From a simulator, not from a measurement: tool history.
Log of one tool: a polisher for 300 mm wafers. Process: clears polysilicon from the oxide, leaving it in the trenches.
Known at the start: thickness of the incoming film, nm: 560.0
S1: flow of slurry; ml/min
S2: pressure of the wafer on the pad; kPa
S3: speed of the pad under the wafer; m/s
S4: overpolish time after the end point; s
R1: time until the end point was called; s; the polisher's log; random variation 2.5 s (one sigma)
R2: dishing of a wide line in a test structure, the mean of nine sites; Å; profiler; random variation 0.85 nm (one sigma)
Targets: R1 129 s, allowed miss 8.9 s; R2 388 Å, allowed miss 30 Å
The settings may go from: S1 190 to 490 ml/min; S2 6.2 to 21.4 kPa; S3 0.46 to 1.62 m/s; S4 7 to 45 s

run	hour	S1	S2	S3	S4	R1	R2
1	0	315	13.8	1.04	23	65.662	408.82
2	9	315	10.3	1.04	23	84.27	399.93
3	12.9	315	9	0.98	23	104.96	380.16
4	19.9	245	9	0.98	23	106.04	371.85
5	24.5	315	9	0.98	23	100.79	389.92
6	28.3	315	11.7	0.98	23	78.75	384.01
7	33.8	310	9.7	0.98	25	94.612	405.36
8	41	305	8.3	0.96	25	113.94	383.76

4 next moves are on the table. One of them brings every result within its allowed miss. Which?
A	48.2	385	6.2	0.88	38	?	?
B	48.2	425	6.9	1	31	?	?
C	48.2	295	11	0.46	34	?	?
D	48.2	290	6.2	0.96	34	?	?

move	R1	R2
A	151.69	390.07
B	123.29	390.25
C	143.6	387.13
D	144.52	386.77
A: takes the result that was furthest off past its target
B: meets every target
C: takes the result that was furthest off past its target
D: takes the result that was furthest off past its target
Answer: B

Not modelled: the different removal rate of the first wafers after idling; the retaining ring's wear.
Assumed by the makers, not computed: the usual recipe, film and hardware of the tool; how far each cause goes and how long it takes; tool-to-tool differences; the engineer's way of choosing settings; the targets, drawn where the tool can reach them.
